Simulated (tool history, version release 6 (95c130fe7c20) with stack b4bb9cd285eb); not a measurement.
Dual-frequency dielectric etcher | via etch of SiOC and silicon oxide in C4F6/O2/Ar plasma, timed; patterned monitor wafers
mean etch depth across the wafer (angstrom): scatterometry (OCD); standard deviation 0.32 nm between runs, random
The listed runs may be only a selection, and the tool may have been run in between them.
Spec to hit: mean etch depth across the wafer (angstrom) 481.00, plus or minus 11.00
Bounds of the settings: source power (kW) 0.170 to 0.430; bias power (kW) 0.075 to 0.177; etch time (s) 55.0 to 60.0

run,hour,source power (kW),bias power (kW),etch time (s),mean etch depth across the wafer (angstrom)
1,0.0,0.300,0.126,60.0,565.89
2,8.7,0.290,0.124,60.0,554.22
3,13.5,0.330,0.124,60.0,588.27
4,21.7,0.310,0.122,60.0,569.58
5,28.0,0.310,0.122,60.0,570.06
6,28.9,0.310,0.112,60.0,554.04
7,31.3,0.250,0.101,59.5,502.31
8,40.1,0.250,0.100,59.5,496.03

Consider the 5 candidate settings below. Which is the only one whose results all fall within their allowed miss of target?
A,48.9,0.260,0.086,58.0,?
B,48.9,0.280,0.101,58.0,?
C,48.9,0.330,0.076,57.5,?
D,48.9,0.280,0.123,56.5,?
E,48.9,0.260,0.097,60.0,?

move,mean etch depth across the wafer (angstrom)
A,480.67
B,510.71
C,512.58
D,518.67
E,508.95
A: each result inside its tolerance
B: the biggest miss grows against the last run
C: the biggest miss grows against the last run
D: the biggest miss grows against the last run
E: the biggest miss grows against the last run
Answer: A
